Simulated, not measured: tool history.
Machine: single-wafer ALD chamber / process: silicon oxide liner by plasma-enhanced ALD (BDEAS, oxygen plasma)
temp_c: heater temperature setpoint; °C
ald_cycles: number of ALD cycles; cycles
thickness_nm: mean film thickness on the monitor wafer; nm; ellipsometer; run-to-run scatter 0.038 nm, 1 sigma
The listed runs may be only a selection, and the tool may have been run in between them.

{"run": 1, "hour": 0.0, "temp_c": 320, "ald_cycles": 73, "thickness_nm": 6.7722}
{"run": 2, "hour": 2.5, "temp_c": 320, "ald_cycles": 65, "thickness_nm": 6.0677}
{"run": 3, "hour": 6.9, "temp_c": 320, "ald_cycles": 69, "thickness_nm": 6.4419}
{"run": 4, "hour": 14.6, "temp_c": 320, "ald_cycles": 73, "thickness_nm": 6.7538}
{"run": 5, "hour": 21.3, "temp_c": 320, "ald_cycles": 76, "thickness_nm": 7.0836}
{"run": 6, "hour": 25.1, "temp_c": 320, "ald_cycles": 78, "thickness_nm": 7.3041}
{"run": 7, "hour": 25.8, "temp_c": 320, "ald_cycles": 80, "thickness_nm": 7.4582}
{"run": 8, "hour": 30.0, "temp_c": 320, "ald_cycles": 81, "thickness_nm": 7.542}

Run 9, settings as shown, results not yet in. Your forecast:
{"run": 9, "hour": 38.1, "temp_c": 320, "ald_cycles": 82, "thickness_nm": "?"}

{"run 9": {"thickness_nm": 7.6609}}
